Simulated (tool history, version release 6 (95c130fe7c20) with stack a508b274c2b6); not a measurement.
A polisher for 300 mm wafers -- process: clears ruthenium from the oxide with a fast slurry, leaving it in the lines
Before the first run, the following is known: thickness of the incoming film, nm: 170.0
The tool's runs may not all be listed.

run	hour	flow of slurry (ml/min)	pressure of the wafer on the pad (psi)	speed of the pad under the wafer (cm/s)	abrasive content of the slurry	overpolish time after the end point (s)	time until the end point was called (s)	dishing of a wide line in a test structure (angstrom)
1	0	180	1.9	126	1	13	52.211	334.24
2	6.4	180	1.9	152	1	13	43.172	377.75
3	8.6	145	1.9	152	1	13	44.615	369.77
4	14.6	145	2.1	154	1	12	41.34	379.05
5	17.5	145	1.6	154	1	12	51.868	312.55
6	23.9	145	1.6	154	0.85	12	56.763	292.45

Expected results for the next run?
7	30.1	150	1.8	156	0.85	11	?	?

time until the end point was called (s): 48.554
dishing of a wide line in a test structure (angstrom): 301.08
